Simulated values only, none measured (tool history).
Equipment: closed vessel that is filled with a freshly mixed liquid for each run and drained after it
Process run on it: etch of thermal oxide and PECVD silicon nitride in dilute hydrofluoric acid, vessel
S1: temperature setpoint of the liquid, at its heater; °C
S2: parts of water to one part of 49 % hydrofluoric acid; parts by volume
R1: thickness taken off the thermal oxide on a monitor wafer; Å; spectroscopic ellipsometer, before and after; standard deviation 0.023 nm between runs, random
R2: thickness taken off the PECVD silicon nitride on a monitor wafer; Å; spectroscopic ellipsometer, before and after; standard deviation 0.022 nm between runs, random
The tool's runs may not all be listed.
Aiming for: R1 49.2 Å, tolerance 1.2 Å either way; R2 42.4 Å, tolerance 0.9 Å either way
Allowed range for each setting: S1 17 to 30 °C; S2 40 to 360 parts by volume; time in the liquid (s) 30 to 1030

{"run": 1, "hour": 0.0, "S1": 22, "S2": 200, "time in the liquid (s)": 525, "R1": 89.319, "R2": 89.94}
{"run": 2, "hour": 1.9, "S1": 22, "S2": 245, "time in the liquid (s)": 525, "R1": 69.489, "R2": 73.452}
{"run": 3, "hour": 3.4, "S1": 21, "S2": 245, "time in the liquid (s)": 505, "R1": 64.904, "R2": 67.206}
{"run": 4, "hour": 4.7, "S1": 21, "S2": 205, "time in the liquid (s)": 505, "R1": 79.862, "R2": 79.568}
{"run": 5, "hour": 7.5, "S1": 20, "S2": 210, "time in the liquid (s)": 485, "R1": 71.035, "R2": 69.132}
{"run": 6, "hour": 15.8, "S1": 20, "S2": 180, "time in the liquid (s)": 485, "R1": 86.685, "R2": 80.452}
{"run": 7, "hour": 22.2, "S1": 19.5, "S2": 190, "time in the liquid (s)": 465, "R1": 75.301, "R2": 70.872}
{"run": 8, "hour": 23.5, "S1": 19, "S2": 195, "time in the liquid (s)": 450, "R1": 70.394, "R2": 65.116}
{"run": 9, "hour": 26.2, "S1": 18.5, "S2": 200, "time in the liquid (s)": 435, "R1": 64.286, "R2": 59.347}
{"run": 10, "hour": 31.6, "S1": 18.5, "S2": 200, "time in the liquid (s)": 435, "R1": 64.881, "R2": 59.452}
{"run": 11, "hour": 33.6, "S1": 18, "S2": 205, "time in the liquid (s)": 425, "R1": 59.397, "R2": 54.581}

Which of these 5 next moves meets every target?
{"run": "A", "hour": 35.6, "S1": 17, "S2": 190, "time in the liquid (s)": 330, "R1": "?", "R2": "?"}
{"run": "B", "hour": 35.6, "S1": 17, "S2": 235, "time in the liquid (s)": 405, "R1": "?", "R2": "?"}
{"run": "C", "hour": 35.6, "S1": 17, "S2": 230, "time in the liquid (s)": 420, "R1": "?", "R2": "?"}
{"run": "D", "hour": 35.6, "S1": 17.5, "S2": 220, "time in the liquid (s)": 365, "R1": "?", "R2": "?"}
{"run": "E", "hour": 35.6, "S1": 22.5, "S2": 280, "time in the liquid (s)": 485, "R1": "?", "R2": "?"}

move=A R1=48.951 R2=42.867
move=B R1=46.636 R2=42.926
move=C R1=49.634 R2=45.44
move=D R1=46.404 R2=42.604
move=E R1=55.262 R2=61.882
A: every result within its allowed miss
B: the furthest-off result lands on target, but another misses its tolerance
C: nearer the targets than the last run, but a result is still out of spec
D: the furthest-off result lands on target, but another misses its tolerance
E: its largest miss is bigger than the last run's
The right move is A.
